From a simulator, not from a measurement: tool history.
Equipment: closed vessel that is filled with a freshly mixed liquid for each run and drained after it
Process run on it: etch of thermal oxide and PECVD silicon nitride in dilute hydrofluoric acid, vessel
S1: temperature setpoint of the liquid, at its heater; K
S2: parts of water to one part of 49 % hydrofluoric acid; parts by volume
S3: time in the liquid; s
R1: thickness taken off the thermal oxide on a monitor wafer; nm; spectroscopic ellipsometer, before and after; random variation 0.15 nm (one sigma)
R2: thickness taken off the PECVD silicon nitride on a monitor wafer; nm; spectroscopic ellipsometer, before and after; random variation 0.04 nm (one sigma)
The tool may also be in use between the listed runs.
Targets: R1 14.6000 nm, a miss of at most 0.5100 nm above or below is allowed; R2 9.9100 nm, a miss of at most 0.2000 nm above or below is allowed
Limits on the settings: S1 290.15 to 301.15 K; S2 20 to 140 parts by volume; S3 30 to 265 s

run,hour,S1,S2,S3,R1,R2
1,0.0,293.15,75,135,8.0844,4.7115
2,3.5,291.15,75,135,7.3969,4.0889
3,6.5,294.15,75,135,8.3046,5.0410
4,13.0,294.15,75,95,5.8382,3.5902
5,15.2,294.15,75,130,7.9190,4.8207
6,15.8,294.15,75,175,10.9080,6.5477
7,24.5,295.15,70,175,12.0420,7.4534
8,27.0,296.15,70,175,12.5820,7.9733
9,33.3,296.65,70,175,12.9280,8.3047
10,36.8,297.15,70,175,13.1250,8.5956
11,45.1,299.15,65,175,15.4290,10.4640

Which single option among these 4 for the next run brings every result within its allowed miss of target? Just one does.
A,53.4,298.15,60,175,?,?
B,53.4,298.65,65,170,?,?
C,53.4,296.15,30,95,?,?
D,53.4,296.65,50,145,?,?

move,R1,R2
A,16.1110,10.6530
B,14.6420,9.8867
C,16.7600,9.9297
D,15.2670,9.5432
A: the biggest miss grows against the last run
B: every result within its allowed miss
C: meets the target for the result that was furthest off, but another lies outside its allowed miss
D: takes the result that was furthest off past its target
Move B is the one to make.
